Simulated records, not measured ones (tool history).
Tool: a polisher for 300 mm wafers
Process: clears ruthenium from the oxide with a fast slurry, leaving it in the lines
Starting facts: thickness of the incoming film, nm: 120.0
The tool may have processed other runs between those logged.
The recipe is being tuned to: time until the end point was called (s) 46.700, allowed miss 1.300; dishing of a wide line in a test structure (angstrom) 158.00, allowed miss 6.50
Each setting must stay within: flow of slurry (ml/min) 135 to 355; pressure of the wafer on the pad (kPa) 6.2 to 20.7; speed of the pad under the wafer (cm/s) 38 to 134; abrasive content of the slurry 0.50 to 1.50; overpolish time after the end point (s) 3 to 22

run	hour	flow of slurry (ml/min)	pressure of the wafer on the pad (kPa)	speed of the pad under the wafer (cm/s)	abrasive content of the slurry	overpolish time after the end point (s)	time until the end point was called (s)	dishing of a wide line in a test structure (angstrom)
1	0.0	225	13.1	86	1.00	11	45.183	251.32
2	1.5	235	13.1	86	1.00	10	44.528	232.55
3	9.2	240	13.1	86	1.00	9	44.219	206.85
4	17.4	295	13.1	86	1.00	9	43.395	217.41
5	22.8	295	13.1	74	1.00	9	49.668	189.90
6	30.6	295	13.1	64	1.00	9	55.215	171.82
7	33.2	300	13.8	64	1.00	8	52.634	162.22
8	42.1	315	15.9	64	1.00	6	46.654	137.73
9	46.0	310	15.9	66	1.00	7	44.283	164.89

Which one of the following 4 next-run settings gets every result inside its allowed miss? There is exactly one.
A	49.9	235	14.5	92	0.85	6	?	?
B	49.9	310	16.5	68	1.00	7	?	?
C	49.9	290	17.9	48	1.25	7	?	?
D	49.9	280	17.2	66	1.10	6	?	?

move	time until the end point was called (s)	dishing of a wide line in a test structure (angstrom)
A	41.863	154.02
B	42.432	176.41
C	46.998	159.86
D	40.475	159.13
A: moves away from the targets compared with the last run
B: moves away from the targets compared with the last run
C: meets every target
D: moves away from the targets compared with the last run
Correct choice: C, which meets every target
